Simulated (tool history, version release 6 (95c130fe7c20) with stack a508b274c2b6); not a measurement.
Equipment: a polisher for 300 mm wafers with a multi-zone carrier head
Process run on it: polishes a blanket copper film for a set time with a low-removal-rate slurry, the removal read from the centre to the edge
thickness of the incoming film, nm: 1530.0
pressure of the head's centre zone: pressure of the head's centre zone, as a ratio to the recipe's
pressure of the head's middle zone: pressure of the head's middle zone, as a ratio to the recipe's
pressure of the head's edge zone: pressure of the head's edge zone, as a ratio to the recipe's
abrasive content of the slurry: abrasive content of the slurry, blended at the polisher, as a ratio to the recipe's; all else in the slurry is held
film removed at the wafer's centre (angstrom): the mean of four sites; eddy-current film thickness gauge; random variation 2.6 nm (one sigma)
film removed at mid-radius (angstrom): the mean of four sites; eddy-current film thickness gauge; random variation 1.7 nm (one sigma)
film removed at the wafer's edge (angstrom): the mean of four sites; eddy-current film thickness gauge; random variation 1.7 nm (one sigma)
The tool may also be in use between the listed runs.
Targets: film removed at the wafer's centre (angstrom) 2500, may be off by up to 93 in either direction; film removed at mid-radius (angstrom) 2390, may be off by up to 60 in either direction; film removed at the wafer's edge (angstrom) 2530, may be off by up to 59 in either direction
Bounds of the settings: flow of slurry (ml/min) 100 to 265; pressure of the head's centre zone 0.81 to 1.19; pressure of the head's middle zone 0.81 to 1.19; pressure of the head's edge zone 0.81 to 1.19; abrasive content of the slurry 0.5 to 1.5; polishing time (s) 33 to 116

run,hour,flow of slurry (ml/min),pressure of the head's centre zone,pressure of the head's middle zone,pressure of the head's edge zone,abrasive content of the slurry,polishing time (s),film removed at the wafer's centre (angstrom),film removed at mid-radius (angstrom),film removed at the wafer's edge (angstrom)
1,0,170,1,1,1,1,74,3117.4,3308,3177.9
2,3.4,170,1,1,1,0.9,74,3032.1,3203.3,3028.3
3,6.6,170,1,1,0.97,0.9,74,3096,3160.6,3015
4,14.7,160,0.98,0.98,0.95,0.85,74,2862,3082.6,2948.8
5,22.7,160,1.04,0.98,0.95,0.85,74,3071.9,3046.8,2893.7
6,28.5,160,1.07,0.98,0.95,0.85,74,3116.5,3058.2,2900.1
7,34.8,160,1.07,0.98,0.95,0.85,74,3163.2,3049.7,2931.1
8,43.5,155,1.06,0.95,0.93,0.8,74,3038,2926.1,2805
9,48.5,105,0.97,0.85,0.95,0.65,73,2339,2262.3,2514.9
10,54.6,110,0.97,0.85,0.94,0.65,73,2378.4,2279.2,2493.8
11,59.3,115,0.97,0.85,0.94,0.65,73,2425.6,2303.1,2530
12,65.2,135,0.98,0.88,0.91,0.65,73,2518,2460,2539.4

Below are 4 possible settings for the next run. Only one of them brings all results inside the allowed miss of their targets. Which is it?
A,71.1,135,1.04,0.93,1.05,0.95,60,?,?,?
B,71.1,115,1.01,0.94,0.94,0.6,76,?,?,?
C,71.1,145,0.98,0.93,0.85,0.6,73,?,?,?
D,71.1,125,0.92,0.92,0.98,0.65,74,?,?,?

move,film removed at the wafer's centre (angstrom),film removed at mid-radius (angstrom),film removed at the wafer's edge (angstrom)
A,2469.1,2379.5,2532
B,2536.7,2553.7,2578.8
C,2497.8,2552.4,2447.9
D,2356.8,2554.7,2663.5
A: meets every target
B: lands further from the targets than the last run did
C: lands further from the targets than the last run did
D: lands further from the targets than the last run did
Go with A: it meets all targets.

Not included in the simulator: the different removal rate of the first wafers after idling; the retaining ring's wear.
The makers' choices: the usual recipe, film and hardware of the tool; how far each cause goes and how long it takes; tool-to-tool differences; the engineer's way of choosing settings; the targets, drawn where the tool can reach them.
